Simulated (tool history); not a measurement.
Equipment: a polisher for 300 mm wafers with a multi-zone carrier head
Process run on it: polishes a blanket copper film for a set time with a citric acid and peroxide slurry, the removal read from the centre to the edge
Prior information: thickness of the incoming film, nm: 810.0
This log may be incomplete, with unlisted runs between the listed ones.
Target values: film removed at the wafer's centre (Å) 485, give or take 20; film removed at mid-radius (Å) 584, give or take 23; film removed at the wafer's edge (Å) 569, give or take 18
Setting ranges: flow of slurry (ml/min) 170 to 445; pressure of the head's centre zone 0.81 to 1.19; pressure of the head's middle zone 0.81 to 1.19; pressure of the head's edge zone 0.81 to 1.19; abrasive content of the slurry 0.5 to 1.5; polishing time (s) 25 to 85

| run | day | flow of slurry (ml/min) | pressure of the head's centre zone | pressure of the head's middle zone | pressure of the head's edge zone | abrasive content of the slurry | polishing time (s) | film removed at the wafer's centre (Å) | film removed at mid-radius (Å) | film removed at the wafer's edge (Å) |
|---|---|---|---|---|---|---|---|---|---|---|
| 1 | 0 | 285 | 1 | 1 | 1 | 1 | 55 | 919.34 | 874.71 | 905.31 |
| 2 | 0.271 | 280 | 0.97 | 1.01 | 0.99 | 0.9 | 52 | 822.91 | 839.66 | 831.67 |
| 3 | 0.446 | 280 | 0.97 | 1.01 | 0.99 | 1 | 52 | 866.69 | 842.47 | 850.3 |
| 4 | 0.642 | 280 | 0.97 | 1.01 | 0.99 | 0.85 | 52 | 804.7 | 795.95 | 823.63 |
| 5 | 0.667 | 275 | 0.94 | 1.02 | 0.98 | 0.8 | 50 | 755.14 | 767.96 | 787.93 |
| 6 | 0.962 | 275 | 0.94 | 1.02 | 1.01 | 0.8 | 50 | 752.23 | 765.91 | 775.54 |
| 7 | 1.117 | 270 | 0.92 | 1.03 | 0.99 | 0.75 | 48 | 691.7 | 739.48 | 744.65 |
| 8 | 1.142 | 270 | 0.91 | 1.04 | 0.99 | 0.7 | 46 | 656.11 | 709.58 | 691.59 |
| 9 | 1.512 | 260 | 0.89 | 1.04 | 1 | 0.65 | 45 | 618.76 | 678.35 | 677.48 |
| 10 | 1.779 | 230 | 0.81 | 1.06 | 0.92 | 0.5 | 38 | 444.88 | 527.05 | 517.76 |
| 11 | 1.833 | 230 | 0.81 | 1.06 | 0.92 | 0.5 | 38 | 442.92 | 536.26 | 506.47 |
| 12 | 2.05 | 245 | 0.81 | 1.06 | 0.94 | 0.5 | 38 | 440.97 | 530.05 | 517.28 |
| 13 | 2.279 | 245 | 0.82 | 1.07 | 0.96 | 0.5 | 38 | 450.39 | 544.96 | 518.35 |
| 14 | 2.388 | 245 | 0.82 | 1.07 | 0.98 | 0.55 | 38 | 453.43 | 541.56 | 535.57 |
| 15 | 2.754 | 255 | 0.82 | 1.08 | 0.99 | 0.55 | 38 | 465.27 | 560.13 | 534.7 |
| 16 | 2.842 | 255 | 0.82 | 1.08 | 1 | 0.55 | 38 | 470.86 | 566.72 | 549.26 |
| 17 | 3.092 | 260 | 0.82 | 1.08 | 1.01 | 0.55 | 38 | 460.96 | 557.96 | 553.11 |
| 18 | 3.358 | 265 | 0.82 | 1.08 | 1.01 | 0.55 | 38 | 464.57 | 569.85 | 545.97 |
| 19 | 3.479 | 265 | 0.82 | 1.08 | 1.02 | 0.55 | 38 | 471.02 | 567.53 | 548.99 |

Below are 4 possible settings for the next run. Only one of them brings all results inside the allowed miss of their targets. Which is it?
| A | 3.6 | 250 | 0.83 | 1.09 | 1.02 | 0.55 | 39 | ? | ? | ? |
| B | 3.6 | 360 | 0.84 | 1.05 | 0.95 | 0.8 | 34 | ? | ? | ? |
| C | 3.6 | 255 | 0.83 | 0.95 | 1.05 | 0.5 | 42 | ? | ? | ? |
| D | 3.6 | 325 | 0.81 | 1.17 | 0.99 | 0.7 | 37 | ? | ? | ? |

| move | film removed at the wafer's centre (Å) | film removed at mid-radius (Å) | film removed at the wafer's edge (Å) |
|---|---|---|---|
| A | 469.57 | 585.98 | 567.26 |
| B | 465.61 | 555.88 | 534.34 |
| C | 496.29 | 553.56 | 608.44 |
| D | 473.29 | 637.64 | 570.11 |
A: all results land within tolerance of their targets
B: further off than the last run
C: takes the result that was furthest off past its target
D: meets the target for the result that was furthest off, but another lies outside its allowed miss
A meets every target.

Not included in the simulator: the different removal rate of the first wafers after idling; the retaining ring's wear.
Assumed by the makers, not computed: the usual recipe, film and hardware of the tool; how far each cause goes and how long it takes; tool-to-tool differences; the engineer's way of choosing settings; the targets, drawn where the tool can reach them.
